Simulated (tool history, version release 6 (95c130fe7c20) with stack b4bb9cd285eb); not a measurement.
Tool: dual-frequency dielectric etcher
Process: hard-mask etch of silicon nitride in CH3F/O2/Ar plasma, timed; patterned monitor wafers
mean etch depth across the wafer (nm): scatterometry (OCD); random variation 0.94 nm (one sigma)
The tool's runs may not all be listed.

run	hour	source power (W)	bias power (W)	etch time (s)	mean etch depth across the wafer (nm)
1	0.0	400	83	237.5	162.37
2	6.8	440	83	237.5	170.77
3	9.6	440	83	248.0	179.02
4	16.7	410	81	248.0	171.60
5	21.3	390	80	248.0	166.76
6	24.4	370	79	248.0	162.84
7	25.8	350	78	248.0	157.73
# hour 27.8: bias power generator calibrated
8	27.8	340	78	248.0	155.76

The next listed run, before its measurement:
9	35.5	330	78	248.0	?

Run 9 gave mean etch depth across the wafer (nm) 154.25.
